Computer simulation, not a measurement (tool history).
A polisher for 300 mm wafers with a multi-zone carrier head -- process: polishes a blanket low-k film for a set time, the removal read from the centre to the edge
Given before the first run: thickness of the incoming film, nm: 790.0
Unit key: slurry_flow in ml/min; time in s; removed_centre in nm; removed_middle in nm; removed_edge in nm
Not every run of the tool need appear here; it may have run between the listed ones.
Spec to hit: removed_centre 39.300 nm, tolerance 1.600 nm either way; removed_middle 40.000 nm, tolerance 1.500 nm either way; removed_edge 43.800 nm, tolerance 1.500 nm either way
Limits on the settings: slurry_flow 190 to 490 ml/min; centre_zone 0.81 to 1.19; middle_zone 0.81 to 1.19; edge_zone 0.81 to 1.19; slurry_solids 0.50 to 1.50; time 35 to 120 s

run  hour  slurry_flow  centre_zone  middle_zone  edge_zone  slurry_solids  time  removed_centre  removed_middle  removed_edge
  1   0.0          315         1.00         1.00       1.00           1.00    77          34.769          35.445        34.674
  2   1.4          315         0.99         0.99       1.05           1.10    77          35.501          36.963        36.661
  3   9.5          315         0.98         0.96       1.09           1.20    78          37.002          37.015        39.384
  4  14.1          320         0.98         0.97       1.12           1.25    78          37.380          38.075        39.524
  5  20.0          320         0.98         1.02       1.12           1.25    78          37.762          39.238        39.449
  6  21.1          315         0.97         1.00       1.14           1.30    78          37.867          39.079        41.291
  7  26.9          310         0.97         1.00       1.15           1.35    78          38.016          39.457        42.149
  8  32.8          310         0.97         1.00       1.15           1.40    78          38.580          41.402        41.870

Exercise: of the 5 proposed moves below, exactly one satisfies all targets within the stated allowed misses. Which move is it?
  A  38.7          320         0.95         1.07       0.99           1.50    74               ?               ?             ?
  B  38.7          215         0.84         1.03       1.19           1.40    85               ?               ?             ?
  C  38.7          365         1.01         0.99       1.10           1.25    77               ?               ?             ?
  D  38.7          305         0.97         0.88       1.17           1.15    85               ?               ?             ?
  E  38.7          375         0.96         0.97       1.19           1.25    82               ?               ?             ?

move  removed_centre  removed_middle  removed_edge
   A          36.600          41.925        38.498
   B          35.185          44.338        45.902
   C          38.428          38.715        39.711
   D          39.015          37.184        43.438
   E          38.948          40.600        43.884
A: lands further from the targets than the last run did
B: the result that was furthest off in the last run now lies on the other side of its target
C: lands further from the targets than the last run did
D: meets the target for the result that was furthest off, but another lies outside its allowed miss
E: all results in spec
E meets every target.
